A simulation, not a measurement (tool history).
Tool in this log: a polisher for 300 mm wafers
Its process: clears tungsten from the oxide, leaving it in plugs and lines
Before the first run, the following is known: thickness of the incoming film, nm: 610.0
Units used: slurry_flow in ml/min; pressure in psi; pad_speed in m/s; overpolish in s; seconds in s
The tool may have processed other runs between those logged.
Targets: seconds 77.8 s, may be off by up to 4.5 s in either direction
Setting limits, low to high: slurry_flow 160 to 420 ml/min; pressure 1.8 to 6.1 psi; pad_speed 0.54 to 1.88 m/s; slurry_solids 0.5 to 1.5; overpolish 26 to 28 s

run 1 hour=0 | slurry_flow=270 pressure=3.9 pad_speed=1.2 slurry_solids=1 overpolish=26 | seconds=147.37
run 2 hour=1.4 | slurry_flow=270 pressure=4.6 pad_speed=1.24 slurry_solids=1 overpolish=26 | seconds=124.71
run 3 hour=4.5 | slurry_flow=270 pressure=5 pad_speed=1.32 slurry_solids=1 overpolish=26 | seconds=106.78
run 4 hour=11.9 | slurry_flow=270 pressure=5.3 pad_speed=1.36 slurry_solids=1 overpolish=26 | seconds=97.949
run 5 hour=18.9 | slurry_flow=270 pressure=5.5 pad_speed=1.4 slurry_solids=1 overpolish=26 | seconds=91.428
run 6 hour=22.8 | slurry_flow=270 pressure=5.5 pad_speed=1.4 slurry_solids=1 overpolish=28 | seconds=91.884
run 7 hour=27.6 | slurry_flow=270 pressure=5.7 pad_speed=1.42 slurry_solids=1 overpolish=28 | seconds=91.762
run 8 hour=28.8 | slurry_flow=270 pressure=5.8 pad_speed=1.46 slurry_solids=1 overpolish=28 | seconds=85.293

Below are 4 possible settings for the next run. Only one of them brings all results inside the allowed miss of their targets. Which is it?
run A hour=30 | slurry_flow=230 pressure=5.5 pad_speed=1.32 slurry_solids=1 overpolish=28 | seconds=?
run B hour=30 | slurry_flow=270 pressure=4.5 pad_speed=1.72 slurry_solids=1.1 overpolish=28 | seconds=?
run C hour=30 | slurry_flow=235 pressure=5.1 pad_speed=1.5 slurry_solids=1 overpolish=26 | seconds=?
run D hour=30 | slurry_flow=295 pressure=5.8 pad_speed=1.68 slurry_solids=0.95 overpolish=26 | seconds=?

move=A seconds=98.862
move=B seconds=94.765
move=C seconds=96.602
move=D seconds=77.817
A: moves away from the targets compared with the last run
B: moves away from the targets compared with the last run
C: moves away from the targets compared with the last run
D: hits every target within its allowed miss
Go with D: it meets all targets.
